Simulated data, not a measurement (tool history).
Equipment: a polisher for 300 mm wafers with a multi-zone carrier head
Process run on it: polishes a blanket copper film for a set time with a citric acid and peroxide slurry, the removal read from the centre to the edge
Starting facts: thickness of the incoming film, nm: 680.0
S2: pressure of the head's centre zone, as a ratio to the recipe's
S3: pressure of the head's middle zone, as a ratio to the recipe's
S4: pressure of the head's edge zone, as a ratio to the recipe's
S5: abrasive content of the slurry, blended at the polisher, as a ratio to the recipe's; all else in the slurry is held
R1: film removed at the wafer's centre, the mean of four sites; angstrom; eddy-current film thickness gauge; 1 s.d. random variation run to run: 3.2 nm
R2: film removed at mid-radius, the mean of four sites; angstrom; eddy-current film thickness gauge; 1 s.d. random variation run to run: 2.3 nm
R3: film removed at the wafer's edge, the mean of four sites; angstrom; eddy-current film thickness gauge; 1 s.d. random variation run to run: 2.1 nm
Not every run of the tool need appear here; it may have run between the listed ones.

{"run": 1, "hour": 0.0, "flow of slurry (ml/min)": 190, "S2": 1.0, "S3": 1.0, "S4": 1.0, "S5": 1.0, "polishing time (s)": 72, "R1": 1532.1, "R2": 1694.1, "R3": 1682.0}
{"run": 2, "hour": 0.6, "flow of slurry (ml/min)": 190, "S2": 1.0, "S3": 1.0, "S4": 1.0, "S5": 0.8, "polishing time (s)": 72, "R1": 1492.6, "R2": 1580.1, "R3": 1622.3}
{"run": 3, "hour": 5.1, "flow of slurry (ml/min)": 190, "S2": 1.0, "S3": 1.0, "S4": 1.0, "S5": 0.65, "polishing time (s)": 72, "R1": 1421.4, "R2": 1548.5, "R3": 1555.9}
{"run": 4, "hour": 7.8, "flow of slurry (ml/min)": 190, "S2": 1.0, "S3": 1.0, "S4": 1.0, "S5": 0.65, "polishing time (s)": 66, "R1": 1315.9, "R2": 1423.1, "R3": 1435.4}
{"hour": 8.7, "done": "centre zone pressure recalibrated"}
{"run": 5, "hour": 8.7, "flow of slurry (ml/min)": 190, "S2": 1.0, "S3": 1.0, "S4": 1.06, "S5": 0.65, "polishing time (s)": 66, "R1": 1423.3, "R2": 1431.2, "R3": 1452.8}
{"run": 6, "hour": 9.5, "flow of slurry (ml/min)": 195, "S2": 1.02, "S3": 1.02, "S4": 1.08, "S5": 0.8, "polishing time (s)": 68, "R1": 1549.0, "R2": 1572.8, "R3": 1579.4}
{"run": 7, "hour": 12.7, "flow of slurry (ml/min)": 205, "S2": 1.05, "S3": 1.04, "S4": 1.1, "S5": 0.9, "polishing time (s)": 69, "R1": 1653.8, "R2": 1629.8, "R3": 1687.9}

What does the tool deliver on the next run?
{"run": 8, "hour": 14.2, "flow of slurry (ml/min)": 185, "S2": 1.08, "S3": 1.08, "S4": 1.12, "S5": 1.0, "polishing time (s)": 71, "R1": "?", "R2": "?", "R3": "?"}

{"run 8": {"R1": 1801.5, "R2": 1702.5, "R3": 1719.4}}
